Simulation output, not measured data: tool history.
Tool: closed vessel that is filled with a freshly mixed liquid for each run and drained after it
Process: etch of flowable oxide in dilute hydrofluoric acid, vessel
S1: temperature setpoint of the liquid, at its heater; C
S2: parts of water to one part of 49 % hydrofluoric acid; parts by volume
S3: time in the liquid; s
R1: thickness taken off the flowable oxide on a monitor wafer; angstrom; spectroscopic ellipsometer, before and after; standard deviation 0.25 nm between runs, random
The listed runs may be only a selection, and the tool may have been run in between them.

| run | hour | S1 | S2 | S3 | R1 |
|---|---|---|---|---|---|
| 1 | 0.0 | 25.0 | 95 | 95 | 377.59 |
| 2 | 4.0 | 25.0 | 75 | 95 | 486.79 |
| 3 | 9.2 | 25.0 | 75 | 95 | 484.14 |
| 4 | 10.2 | 24.5 | 75 | 95 | 476.65 |
| 5 | 12.7 | 24.0 | 75 | 95 | 463.78 |
| 6 | 14.6 | 27.0 | 75 | 95 | 524.56 |
| 7 | 18.3 | 26.0 | 75 | 95 | 509.83 |

Forecast run 8:
| 8 | 24.6 | 25.0 | 75 | 95 | ? |

Run 8 measured R1 490.63 angstrom.
